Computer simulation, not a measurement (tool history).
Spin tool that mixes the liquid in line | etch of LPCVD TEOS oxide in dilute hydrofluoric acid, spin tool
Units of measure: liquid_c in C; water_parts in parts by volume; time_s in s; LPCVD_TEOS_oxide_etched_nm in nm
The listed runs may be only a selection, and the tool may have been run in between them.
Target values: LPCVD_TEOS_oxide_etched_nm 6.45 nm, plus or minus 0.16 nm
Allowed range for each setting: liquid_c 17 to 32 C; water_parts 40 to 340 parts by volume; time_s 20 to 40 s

| run | hour | liquid_c | water_parts | time_s | LPCVD_TEOS_oxide_etched_nm |
|---|---|---|---|---|---|
| 1 | 0 | 24 | 190 | 40 | 5.7841 |
| 2 | 3.8 | 24 | 215 | 40 | 5.0255 |
| 3 | 8.1 | 24 | 265 | 40 | 3.8611 |
| 4 | 11.4 | 21.5 | 265 | 40 | 3.4994 |
| 5 | 14.5 | 23 | 265 | 40 | 3.7561 |
| 6 | 15.3 | 24.5 | 260 | 40 | 4.0351 |
| 7 | 20.9 | 25.5 | 255 | 40 | 4.2584 |
| 8 | 23.5 | 26.5 | 250 | 40 | 4.5235 |
| 9 | 27.9 | 26.5 | 250 | 40 | 4.5263 |
| 10 | 32.6 | 26.5 | 250 | 40 | 4.5161 |

4 next moves are on the table. One of them brings every result within its allowed miss. Which?
| A | 37.3 | 24 | 175 | 40 | ? |
| B | 37.3 | 28.5 | 220 | 40 | ? |
| C | 37.3 | 28.5 | 185 | 40 | ? |
| D | 37.3 | 25 | 170 | 40 | ? |

| move | LPCVD_TEOS_oxide_etched_nm |
|---|---|
| A | 6.4518 |
| B | 5.7373 |
| C | 7.1117 |
| D | 6.9339 |
A: all results land within tolerance of their targets
B: an improvement on the last run, though not all results are within tolerance
C: moves the result that the last run missed by most past its target, out the other side
D: moves the result that the last run missed by most past its target, out the other side
The right move is A.

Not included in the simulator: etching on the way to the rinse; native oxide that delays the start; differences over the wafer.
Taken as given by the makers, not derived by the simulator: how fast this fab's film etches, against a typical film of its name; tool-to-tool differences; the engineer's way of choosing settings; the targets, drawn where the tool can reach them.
